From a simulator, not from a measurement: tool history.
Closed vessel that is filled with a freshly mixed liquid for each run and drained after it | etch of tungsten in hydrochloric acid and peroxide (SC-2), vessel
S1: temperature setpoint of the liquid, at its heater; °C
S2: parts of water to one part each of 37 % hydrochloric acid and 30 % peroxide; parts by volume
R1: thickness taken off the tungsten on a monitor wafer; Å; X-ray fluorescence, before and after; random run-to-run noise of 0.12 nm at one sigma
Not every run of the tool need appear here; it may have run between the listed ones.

Run 1, hour 0.0: S1 52.0 °C, S2 8.0 parts by volume, time in the liquid (s) 85. Result: R1 187.83 Å.
Run 2, hour 5.6: S1 54.0 °C, S2 8.0 parts by volume, time in the liquid (s) 85. Result: R1 216.53 Å.
Run 3, hour 8.9: S1 55.5 °C, S2 8.0 parts by volume, time in the liquid (s) 85. Result: R1 236.40 Å.
Run 4, hour 17.8: S1 51.5 °C, S2 8.0 parts by volume, time in the liquid (s) 85. Result: R1 184.08 Å.
Run 5, hour 24.6: S1 51.5 °C, S2 8.0 parts by volume, time in the liquid (s) 70. Result: R1 150.83 Å.
Run 6, hour 28.6: S1 54.5 °C, S2 8.0 parts by volume, time in the liquid (s) 70. Result: R1 184.12 Å.
Run 7, hour 34.2: S1 57.0 °C, S2 8.0 parts by volume, time in the liquid (s) 70. Result: R1 214.74 Å.

Estimate the outcome of run 8 from the log above:
Run 8, hour 39.2: S1 59.0 °C, S2 8.0 parts by volume, time in the liquid (s) 70. Result: R1 ?.

{"run 8": {"R1": 243.32}}
